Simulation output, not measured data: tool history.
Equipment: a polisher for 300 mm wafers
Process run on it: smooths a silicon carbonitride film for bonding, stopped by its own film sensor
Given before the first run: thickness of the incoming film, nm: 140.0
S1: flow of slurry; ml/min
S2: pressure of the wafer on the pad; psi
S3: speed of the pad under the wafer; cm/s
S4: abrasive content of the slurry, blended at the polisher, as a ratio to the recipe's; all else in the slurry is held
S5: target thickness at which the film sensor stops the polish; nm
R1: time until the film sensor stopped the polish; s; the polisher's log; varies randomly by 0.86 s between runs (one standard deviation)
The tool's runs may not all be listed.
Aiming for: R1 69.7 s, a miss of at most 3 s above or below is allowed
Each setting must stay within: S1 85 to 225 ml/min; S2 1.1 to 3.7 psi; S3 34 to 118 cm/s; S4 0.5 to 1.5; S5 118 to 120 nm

run 1 day=0 | S1=145 S2=2.4 S3=76 S4=1 S5=118 | R1=124.17
run 2 day=0.296 | S1=145 S2=2.4 S3=76 S4=1 S5=118 | R1=122.36
run 3 day=0.492 | S1=145 S2=2.6 S3=76 S4=1 S5=118 | R1=114
run 4 day=0.538 | S1=155 S2=2.6 S3=76 S4=1 S5=118 | R1=112.6
run 5 day=0.733 | S1=155 S2=2.8 S3=76 S4=1 S5=118 | R1=104.36
run 6 day=0.983 | S1=175 S2=2.8 S3=76 S4=1 S5=118 | R1=101.86
run 7 day=1.117 | S1=175 S2=3 S3=76 S4=1 S5=118 | R1=96.801
run 8 day=1.296 | S1=175 S2=3.1 S3=78 S4=1 S5=118 | R1=89.429
run 9 day=1.454 | S1=175 S2=3.2 S3=78 S4=1 S5=118 | R1=88.131
-- day=1.533 slurry nozzle cleaned
run 10 day=1.533 | S1=175 S2=3.3 S3=80 S4=1 S5=118 | R1=80.681
run 11 day=1.754 | S1=175 S2=3.4 S3=80 S4=1 S5=118 | R1=76.722
run 12 day=2.071 | S1=175 S2=3.5 S3=80 S4=1 S5=118 | R1=72.397

Exactly one of the 5 candidate moves below puts every result within its allowed miss. Which one?
run A day=2.388 | S1=175 S2=3.3 S3=76 S4=1.05 S5=119 | R1=?
run B day=2.388 | S1=175 S2=3.6 S3=78 S4=1 S5=119 | R1=?
run C day=2.388 | S1=170 S2=3.4 S3=78 S4=1.05 S5=118 | R1=?
run D day=2.388 | S1=170 S2=3.6 S3=82 S4=0.9 S5=118 | R1=?
run E day=2.388 | S1=200 S2=2.7 S3=100 S4=1.05 S5=118 | R1=?

move=A R1=75.983
move=B R1=70.141
move=C R1=76.094
move=D R1=75.292
move=E R1=76.398
A: moves away from the targets compared with the last run
B: meets every target
C: moves away from the targets compared with the last run
D: moves away from the targets compared with the last run
E: moves away from the targets compared with the last run
The move that meets every target is B.
